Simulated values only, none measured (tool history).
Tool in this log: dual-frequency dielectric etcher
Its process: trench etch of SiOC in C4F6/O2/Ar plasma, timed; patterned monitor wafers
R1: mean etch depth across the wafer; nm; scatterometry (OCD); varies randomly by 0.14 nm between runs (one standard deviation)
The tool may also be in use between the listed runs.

{"run": 1, "day": 0.0, "source power (kW)": 0.35, "bias power (kW)": 0.238, "etch time (s)": 9.5, "R1": 22.338}
{"run": 2, "day": 0.088, "source power (kW)": 0.31, "bias power (kW)": 0.238, "etch time (s)": 9.5, "R1": 21.923}
{"run": 3, "day": 0.204, "source power (kW)": 0.31, "bias power (kW)": 0.238, "etch time (s)": 9.5, "R1": 21.669}
{"run": 4, "day": 0.517, "source power (kW)": 0.31, "bias power (kW)": 0.238, "etch time (s)": 9.5, "R1": 21.719}
{"run": 5, "day": 0.742, "source power (kW)": 0.34, "bias power (kW)": 0.246, "etch time (s)": 9.5, "R1": 22.485}
{"run": 6, "day": 0.821, "source power (kW)": 0.36, "bias power (kW)": 0.253, "etch time (s)": 9.5, "R1": 23.144}
{"run": 7, "day": 1.075, "source power (kW)": 0.38, "bias power (kW)": 0.257, "etch time (s)": 9.5, "R1": 23.602}
{"run": 8, "day": 1.121, "source power (kW)": 0.4, "bias power (kW)": 0.26, "etch time (s)": 9.5, "R1": 24.083}
{"run": 9, "day": 1.258, "source power (kW)": 0.41, "bias power (kW)": 0.262, "etch time (s)": 9.5, "R1": 24.047}
{"run": 10, "day": 1.371, "source power (kW)": 0.42, "bias power (kW)": 0.267, "etch time (s)": 9.5, "R1": 24.739}
{"run": 11, "day": 1.704, "source power (kW)": 0.43, "bias power (kW)": 0.268, "etch time (s)": 9.5, "R1": 24.825}
{"run": 12, "day": 1.929, "source power (kW)": 0.44, "bias power (kW)": 0.269, "etch time (s)": 9.5, "R1": 25.109}

Run 13 has not been measured yet. What should we expect?
{"run": 13, "day": 2.271, "source power (kW)": 0.44, "bias power (kW)": 0.27, "etch time (s)": 9.5, "R1": "?"}

R1: 25.095 nm

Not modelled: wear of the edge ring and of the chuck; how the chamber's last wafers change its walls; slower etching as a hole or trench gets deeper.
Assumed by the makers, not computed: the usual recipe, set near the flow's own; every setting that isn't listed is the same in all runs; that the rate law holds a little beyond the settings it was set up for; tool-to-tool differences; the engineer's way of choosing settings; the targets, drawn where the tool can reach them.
